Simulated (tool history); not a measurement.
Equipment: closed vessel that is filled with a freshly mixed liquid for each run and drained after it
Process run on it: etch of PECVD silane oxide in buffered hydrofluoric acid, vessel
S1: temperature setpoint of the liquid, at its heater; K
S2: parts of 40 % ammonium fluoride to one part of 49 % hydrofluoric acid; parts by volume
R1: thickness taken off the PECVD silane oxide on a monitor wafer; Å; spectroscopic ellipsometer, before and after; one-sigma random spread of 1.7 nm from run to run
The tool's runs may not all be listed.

run 1 hour=0.0 | S1=298.15 S2=12.5 time_in_the_liquid_(s)=95 | R1=4088.5
run 2 hour=8.9 | S1=297.65 S2=12.5 time_in_the_liquid_(s)=95 | R1=3974.4
run 3 hour=12.8 | S1=297.65 S2=12.5 time_in_the_liquid_(s)=105 | R1=4393.9
run 4 hour=17.5 | S1=297.15 S2=12.5 time_in_the_liquid_(s)=105 | R1=4270.8
run 5 hour=23.1 | S1=297.15 S2=10.5 time_in_the_liquid_(s)=105 | R1=5042.9
run 6 hour=24.9 | S1=296.15 S2=10.5 time_in_the_liquid_(s)=105 | R1=4769.3
run 7 hour=30.8 | S1=296.15 S2=10.5 time_in_the_liquid_(s)=105 | R1=4779.2
run 8 hour=32.6 | S1=295.15 S2=10.5 time_in_the_liquid_(s)=105 | R1=4503.2
run 9 hour=35.3 | S1=294.65 S2=10.5 time_in_the_liquid_(s)=105 | R1=4365.2

Estimate the outcome of run 10 from the log above:
run 10 hour=42.1 | S1=294.15 S2=10.5 time_in_the_liquid_(s)=105 | R1=?

R1: 4309.9 Å
